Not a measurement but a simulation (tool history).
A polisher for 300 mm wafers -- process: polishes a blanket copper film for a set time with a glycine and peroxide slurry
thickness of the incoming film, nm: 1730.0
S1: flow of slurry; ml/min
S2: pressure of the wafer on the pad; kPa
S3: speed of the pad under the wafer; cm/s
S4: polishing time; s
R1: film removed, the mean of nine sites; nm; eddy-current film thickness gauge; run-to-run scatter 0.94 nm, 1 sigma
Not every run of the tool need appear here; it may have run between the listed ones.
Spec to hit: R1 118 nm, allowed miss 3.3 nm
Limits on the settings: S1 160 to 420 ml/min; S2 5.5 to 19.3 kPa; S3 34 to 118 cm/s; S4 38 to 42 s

| run | hour | S1 | S2 | S3 | S4 | R1 |
|---|---|---|---|---|---|---|
| 1 | 0 | 270 | 12.4 | 76 | 42 | 152.83 |
| 2 | 1.1 | 270 | 11 | 76 | 42 | 140.67 |
| 3 | 6.3 | 270 | 10.3 | 76 | 42 | 135.33 |
| 4 | 15.1 | 200 | 10.3 | 76 | 42 | 130.34 |
| 5 | 19.1 | 200 | 10.3 | 92 | 42 | 147.22 |
| 6 | 26.2 | 200 | 10.3 | 110 | 42 | 167.16 |
| 7 | 32.1 | 200 | 9 | 108 | 42 | 146.93 |
| 8 | 38.6 | 200 | 8.3 | 108 | 42 | 139.95 |
| 9 | 45.1 | 200 | 7.6 | 108 | 42 | 135.21 |
| 10 | 51.6 | 200 | 6.9 | 108 | 42 | 127.26 |

Which of these 5 next moves meets every target?
| A | 58.1 | 160 | 5.5 | 118 | 41 | ? |
| B | 58.1 | 240 | 7.6 | 114 | 40 | ? |
| C | 58.1 | 200 | 7.6 | 112 | 41 | ? |
| D | 58.1 | 230 | 8.3 | 86 | 42 | ? |
| E | 58.1 | 235 | 6.9 | 112 | 38 | ? |

| move | R1 |
|---|---|
| A | 109.47 |
| B | 131.48 |
| C | 130.96 |
| D | 122.23 |
| E | 116.35 |
A: the result that was furthest off in the last run now lies on the other side of its target
B: lands further from the targets than the last run did
C: lands further from the targets than the last run did
D: gains on the last run, yet a result remains outside its allowed miss
E: every result within its allowed miss
So the answer is move E, the one that meets all the targets.
